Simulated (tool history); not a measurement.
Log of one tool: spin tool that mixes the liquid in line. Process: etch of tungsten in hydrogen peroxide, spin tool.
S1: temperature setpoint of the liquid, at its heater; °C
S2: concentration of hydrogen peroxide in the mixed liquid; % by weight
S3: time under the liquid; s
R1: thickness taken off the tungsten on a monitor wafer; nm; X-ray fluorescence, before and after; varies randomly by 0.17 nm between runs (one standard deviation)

{"run": 1, "hour": 0.0, "S1": 44.0, "S2": 18.0, "S3": 15, "R1": 15.444}
{"run": 2, "hour": 6.0, "S1": 44.5, "S2": 18.0, "S3": 15, "R1": 15.35}
{"run": 3, "hour": 6.9, "S1": 44.5, "S2": 18.0, "S3": 15, "R1": 15.565}
{"run": 4, "hour": 9.8, "S1": 44.5, "S2": 18.0, "S3": 15, "R1": 15.516}
{"run": 5, "hour": 10.9, "S1": 45.0, "S2": 18.0, "S3": 15, "R1": 16.447}
{"run": 6, "hour": 13.8, "S1": 45.0, "S2": 14.5, "S3": 15, "R1": 14.583}
{"run": 7, "hour": 15.0, "S1": 45.5, "S2": 14.5, "S3": 15, "R1": 14.898}
{"run": 8, "hour": 19.6, "S1": 46.0, "S2": 14.5, "S3": 15, "R1": 15.35}

For run 9, what comes out?
{"run": 9, "hour": 23.1, "S1": 49.5, "S2": 14.5, "S3": 15, "R1": "?"}

{"run 9": {"R1": 19.191}}
